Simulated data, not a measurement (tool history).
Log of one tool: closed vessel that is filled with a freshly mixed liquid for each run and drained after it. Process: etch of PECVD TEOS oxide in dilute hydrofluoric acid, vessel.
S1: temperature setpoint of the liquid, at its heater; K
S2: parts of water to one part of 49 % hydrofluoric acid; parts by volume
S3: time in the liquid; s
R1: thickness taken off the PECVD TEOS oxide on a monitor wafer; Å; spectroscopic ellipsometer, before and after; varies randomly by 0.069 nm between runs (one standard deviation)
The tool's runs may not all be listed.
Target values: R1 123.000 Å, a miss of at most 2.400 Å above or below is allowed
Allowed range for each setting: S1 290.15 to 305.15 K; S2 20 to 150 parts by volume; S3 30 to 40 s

run,hour,S1,S2,S3,R1
1,0.0,297.15,85,40,59.718
2,2.9,297.15,85,40,59.965
3,5.2,297.15,75,40,68.053
4,8.1,299.65,75,40,75.419
5,12.1,299.65,75,30,56.986
6,18.2,299.65,85,30,49.520
7,21.7,299.65,70,30,61.047
8,29.7,303.65,40,30,131.090
# hour 35.1: thermometer replaced
9,35.1,303.15,40,30,139.420
10,41.3,302.15,40,30,132.600

Of the 4 settings listed for the next run, only one would bring every result within its allowed miss of target. Which one?
A,47.5,301.65,45,30,?
B,47.5,302.15,50,35,?
C,47.5,302.15,45,30,?
D,47.5,299.15,40,30,?

move,R1
A,115.630
B,122.930
C,117.960
D,118.450
A: the result that was furthest off in the last run now lies on the other side of its target
B: each result inside its tolerance
C: the result that was furthest off in the last run now lies on the other side of its target
D: the result that was furthest off in the last run now lies on the other side of its target
B is the move that brings every result within its allowed miss.

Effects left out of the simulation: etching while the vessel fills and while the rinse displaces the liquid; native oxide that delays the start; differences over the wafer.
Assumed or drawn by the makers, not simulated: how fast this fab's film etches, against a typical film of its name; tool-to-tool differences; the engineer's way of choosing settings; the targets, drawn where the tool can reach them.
